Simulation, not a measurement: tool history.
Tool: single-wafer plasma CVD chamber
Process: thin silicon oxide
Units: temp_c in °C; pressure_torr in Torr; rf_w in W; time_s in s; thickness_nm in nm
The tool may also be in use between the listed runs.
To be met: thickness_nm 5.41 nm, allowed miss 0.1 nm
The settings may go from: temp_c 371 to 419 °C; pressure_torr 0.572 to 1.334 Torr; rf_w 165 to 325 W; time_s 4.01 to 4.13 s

run,hour,temp_c,pressure_torr,rf_w,time_s,thickness_nm
1,0,395,0.953,245,4.01,7.4426
2,5.2,395,0.879,245,4.01,6.9057
3,10.7,402,0.879,245,4.01,6.784
4,13.4,402,0.879,210,4.01,6.3781
5,18.8,402,0.813,210,4.01,5.884
6,25.7,402,0.798,210,4.01,5.7563
7,34.1,402,0.788,210,4.01,5.6069
8,35.8,402,0.741,210,4.01,5.1665
9,38.7,402,0.747,210,4.01,5.2075
10,40.2,402,0.747,210,4.01,5.2979
11,44.3,402,0.75,210,4.01,5.2651

4 next moves are on the table. One of them brings every result within its allowed miss. Which?
A,48.4,413,0.713,210,4.12,?
B,48.4,400,0.778,215,4.1,?
C,48.4,413,0.797,195,4.01,?
D,48.4,400,0.742,240,4.01,?

move,thickness_nm
A,5.0523
B,5.746
C,5.4417
D,5.5821
A: further off than the last run
B: takes the result that was furthest off past its target
C: meets every target
D: takes the result that was furthest off past its target
Answer: C
